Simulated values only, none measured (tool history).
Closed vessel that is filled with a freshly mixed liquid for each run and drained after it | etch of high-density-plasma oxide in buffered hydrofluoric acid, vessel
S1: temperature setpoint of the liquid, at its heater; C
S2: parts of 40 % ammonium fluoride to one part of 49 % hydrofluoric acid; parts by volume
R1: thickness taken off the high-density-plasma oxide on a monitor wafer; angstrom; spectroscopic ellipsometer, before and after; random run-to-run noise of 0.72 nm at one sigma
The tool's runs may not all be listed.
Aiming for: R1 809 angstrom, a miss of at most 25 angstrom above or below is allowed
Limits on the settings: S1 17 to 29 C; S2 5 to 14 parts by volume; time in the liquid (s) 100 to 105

Run 1, hour 0: S1 21 C, S2 8.5 parts by volume, time in the liquid (s) 100. Result: R1 1212 angstrom.
Run 2, hour 5.6: S1 20 C, S2 9 parts by volume, time in the liquid (s) 100. Result: R1 1076.9 angstrom.
Run 3, hour 11: S1 20 C, S2 9 parts by volume, time in the liquid (s) 100. Result: R1 1087.7 angstrom.
Run 4, hour 17.7: S1 19 C, S2 9.5 parts by volume, time in the liquid (s) 100. Result: R1 973.19 angstrom.
Run 5, hour 19.7: S1 21 C, S2 9.5 parts by volume, time in the liquid (s) 100. Result: R1 1101.2 angstrom.
Run 6, hour 26.5: S1 20 C, S2 9.5 parts by volume, time in the liquid (s) 100. Result: R1 1040 angstrom.
Run 7, hour 32.7: S1 19 C, S2 9.5 parts by volume, time in the liquid (s) 100. Result: R1 977.17 angstrom.
Run 8, hour 40.4: S1 18.5 C, S2 9.5 parts by volume, time in the liquid (s) 100. Result: R1 933.35 angstrom.
Run 9, hour 45.2: S1 18 C, S2 9.5 parts by volume, time in the liquid (s) 100. Result: R1 928.96 angstrom.
Run 10, hour 52.3: S1 17.5 C, S2 9.5 parts by volume, time in the liquid (s) 100. Result: R1 903.01 angstrom.
Run 11, hour 60.3: S1 17 C, S2 10 parts by volume, time in the liquid (s) 100. Result: R1 855.19 angstrom.

Which one of the following 4 next-run settings gets every result inside its allowed miss? There is exactly one.
Run A, hour 68.3: S1 19.5 C, S2 11.5 parts by volume, time in the liquid (s) 100. Result: R1 ?.
Run B, hour 68.3: S1 17 C, S2 9.5 parts by volume, time in the liquid (s) 100. Result: R1 ?.
Run C, hour 68.3: S1 17 C, S2 10 parts by volume, time in the liquid (s) 105. Result: R1 ?.
Run D, hour 68.3: S1 17 C, S2 10.5 parts by volume, time in the liquid (s) 100. Result: R1 ?.

move      R1
   A  849.68
   B  872.96
   C  887.41
   D  805.92
A: closes in on the targets versus the last run, not all within tolerance yet
B: its largest miss is bigger than the last run's
C: its largest miss is bigger than the last run's
D: every result within its allowed miss
Answer: D
